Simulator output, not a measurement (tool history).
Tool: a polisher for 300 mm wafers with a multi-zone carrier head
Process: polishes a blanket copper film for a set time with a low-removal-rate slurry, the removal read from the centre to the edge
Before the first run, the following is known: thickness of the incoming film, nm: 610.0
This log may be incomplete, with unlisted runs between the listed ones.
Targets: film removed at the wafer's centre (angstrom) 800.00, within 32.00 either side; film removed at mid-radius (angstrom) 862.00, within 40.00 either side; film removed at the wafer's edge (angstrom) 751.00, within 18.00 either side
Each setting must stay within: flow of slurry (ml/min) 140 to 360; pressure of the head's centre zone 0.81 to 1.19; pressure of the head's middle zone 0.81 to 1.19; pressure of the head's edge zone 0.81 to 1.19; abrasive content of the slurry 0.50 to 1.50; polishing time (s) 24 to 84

run	hour	flow of slurry (ml/min)	pressure of the head's centre zone	pressure of the head's middle zone	pressure of the head's edge zone	abrasive content of the slurry	polishing time (s)	film removed at the wafer's centre (angstrom)	film removed at mid-radius (angstrom)	film removed at the wafer's edge (angstrom)
1	0.0	230	1.00	1.00	1.00	1.00	54	945.24	1008.60	1009.50
2	8.8	230	1.00	1.01	0.98	0.95	53	941.62	990.25	973.95
3	14.0	230	0.99	1.02	0.96	0.90	52	915.58	960.91	936.62
4	17.7	230	0.99	1.02	0.96	0.90	42	738.72	769.07	759.73
5	22.3	230	0.91	1.02	0.96	0.90	42	680.60	776.80	753.36
# hour 23.1: slurry nozzle cleaned
6	23.1	230	0.91	1.02	0.96	0.90	29	489.11	559.68	534.03
7	32.0	295	1.01	1.12	1.06	1.15	36	722.31	805.66	745.91
8	37.6	300	1.02	1.13	1.06	1.15	36	712.63	804.55	748.83
9	46.5	300	1.03	1.14	1.05	1.15	36	734.64	789.30	733.69
10	49.6	305	1.03	1.15	1.04	1.20	36	746.71	812.98	753.75
11	51.4	310	1.03	1.15	1.03	1.20	36	729.16	834.87	734.35
12	54.0	310	1.04	1.15	1.03	1.20	36	742.15	838.74	755.09
13	59.4	310	1.05	1.15	1.03	1.20	36	750.53	819.38	732.24

Consider the 4 candidate settings below. Which is the only one whose results all fall within their allowed miss of target?
A	64.8	315	1.09	1.19	0.96	1.15	36	?	?	?
B	64.8	320	1.01	1.18	1.07	1.30	34	?	?	?
C	64.8	335	1.07	1.13	0.95	1.15	38	?	?	?
D	64.8	350	0.99	1.15	1.05	1.00	36	?	?	?

move	film removed at the wafer's centre (angstrom)	film removed at mid-radius (angstrom)	film removed at the wafer's edge (angstrom)
A	765.50	844.16	714.24
B	702.37	810.86	728.28
C	802.32	857.16	754.13
D	705.70	807.39	733.39
A: misses by more than the last run did
B: misses by more than the last run did
C: hits every target within its allowed miss
D: misses by more than the last run did
C meets every target.
